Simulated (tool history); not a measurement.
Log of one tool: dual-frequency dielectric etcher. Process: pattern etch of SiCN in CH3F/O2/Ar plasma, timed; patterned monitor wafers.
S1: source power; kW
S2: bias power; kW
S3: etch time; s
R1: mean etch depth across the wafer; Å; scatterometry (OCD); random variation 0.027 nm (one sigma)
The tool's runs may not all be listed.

Run 1, hour 0.0: S1 0.370 kW, S2 0.063 kW, S3 41.5 s. Result: R1 154.75 Å.
Run 2, hour 2.5: S1 0.370 kW, S2 0.063 kW, S3 37.5 s. Result: R1 139.07 Å.
Run 3, hour 3.6: S1 0.350 kW, S2 0.063 kW, S3 37.5 s. Result: R1 134.53 Å.
Run 4, hour 8.6: S1 0.290 kW, S2 0.063 kW, S3 37.5 s. Result: R1 118.62 Å.
Run 5, hour 10.7: S1 0.310 kW, S2 0.063 kW, S3 37.5 s. Result: R1 124.17 Å.
Run 6, hour 11.7: S1 0.310 kW, S2 0.056 kW, S3 37.5 s. Result: R1 120.86 Å.

The next listed run, before its measurement:
Run 7, hour 17.9: S1 0.320 kW, S2 0.056 kW, S3 37.5 s. Result: R1 ?.

R1: 123.67 Å
